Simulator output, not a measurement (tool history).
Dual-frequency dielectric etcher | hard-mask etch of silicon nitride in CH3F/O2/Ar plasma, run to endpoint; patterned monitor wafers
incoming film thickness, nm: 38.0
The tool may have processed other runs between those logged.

run,hour,source power (kW),bias power (kW),endpoint time (s)
1,0,0.54,0.094,46.31
2,7.2,0.58,0.094,44.218
3,14.5,0.58,0.101,42.655
4,17.4,0.6,0.102,42.093
5,23.7,0.6,0.109,40.184
6,31,0.61,0.11,39.913
7,33.7,0.62,0.111,39.415
8,35.7,0.63,0.111,39.082

Run 9 has not been measured yet. What should we expect?
9,39.9,0.63,0.111,?

{"run 9": {"endpoint time (s)": 39.289}}

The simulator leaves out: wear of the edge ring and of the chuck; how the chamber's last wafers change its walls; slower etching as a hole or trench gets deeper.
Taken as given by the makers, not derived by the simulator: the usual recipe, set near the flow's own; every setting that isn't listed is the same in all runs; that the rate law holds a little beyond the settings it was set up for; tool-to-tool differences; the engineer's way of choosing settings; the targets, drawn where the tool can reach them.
